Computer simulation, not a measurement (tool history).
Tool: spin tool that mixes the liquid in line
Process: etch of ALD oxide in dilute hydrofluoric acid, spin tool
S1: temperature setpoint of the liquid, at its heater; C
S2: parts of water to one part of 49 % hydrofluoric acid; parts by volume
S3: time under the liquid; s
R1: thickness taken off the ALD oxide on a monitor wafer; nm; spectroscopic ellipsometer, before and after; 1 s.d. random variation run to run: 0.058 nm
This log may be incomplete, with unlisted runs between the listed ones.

| run | hour | S1 | S2 | S3 | R1 |
|---|---|---|---|---|---|
| 1 | 0.0 | 25.0 | 290 | 275 | 26.341 |
| 2 | 6.3 | 25.0 | 290 | 295 | 28.389 |
| 3 | 14.9 | 25.0 | 290 | 295 | 28.337 |
| 4 | 21.0 | 22.5 | 320 | 295 | 22.873 |
| 5 | 23.1 | 22.5 | 320 | 295 | 22.903 |
| 6 | 28.6 | 22.5 | 320 | 275 | 21.523 |
| 7 | 37.5 | 21.0 | 345 | 275 | 18.284 |

What will run 8 give?
| 8 | 39.9 | 20.0 | 360 | 275 | ? |

Run 8 gave R1 16.708 nm.
